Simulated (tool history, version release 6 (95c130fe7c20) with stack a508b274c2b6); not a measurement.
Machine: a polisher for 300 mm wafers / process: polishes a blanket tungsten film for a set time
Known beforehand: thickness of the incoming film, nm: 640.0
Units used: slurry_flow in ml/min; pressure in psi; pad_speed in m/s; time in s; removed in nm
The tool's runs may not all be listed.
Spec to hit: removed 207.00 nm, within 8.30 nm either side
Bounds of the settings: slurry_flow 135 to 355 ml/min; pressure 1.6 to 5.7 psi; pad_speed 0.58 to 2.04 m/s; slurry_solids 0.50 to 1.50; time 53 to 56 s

run	hour	slurry_flow	pressure	pad_speed	slurry_solids	time	removed
1	0.0	225	3.6	1.30	1.00	53	257.17
2	3.5	225	3.4	1.30	1.00	53	240.15
3	12.4	225	3.4	1.30	1.00	56	256.14
4	13.4	225	3.2	1.30	1.00	56	240.30
5	22.2	225	3.1	1.30	1.00	56	232.42
6	29.0	225	3.1	1.30	1.00	56	228.98
7	33.0	225	3.0	1.30	1.00	56	227.56
8	38.9	225	2.6	1.30	1.00	56	200.01

Consider the 5 candidate settings below. Which is the only one whose results all fall within their allowed miss of target?
A	44.8	290	2.7	1.24	0.90	54	?
B	44.8	220	2.6	1.20	1.15	56	?
C	44.8	215	2.6	1.26	1.10	54	?
D	44.8	225	2.7	1.30	0.90	55	?
E	44.8	260	3.3	1.06	1.00	56	?

move	removed
A	187.96
B	190.44
C	189.34
D	194.75
E	207.77
A: its largest miss is bigger than the last run's
B: its largest miss is bigger than the last run's
C: its largest miss is bigger than the last run's
D: its largest miss is bigger than the last run's
E: in spec on every target
E is the move that brings every result within its allowed miss.

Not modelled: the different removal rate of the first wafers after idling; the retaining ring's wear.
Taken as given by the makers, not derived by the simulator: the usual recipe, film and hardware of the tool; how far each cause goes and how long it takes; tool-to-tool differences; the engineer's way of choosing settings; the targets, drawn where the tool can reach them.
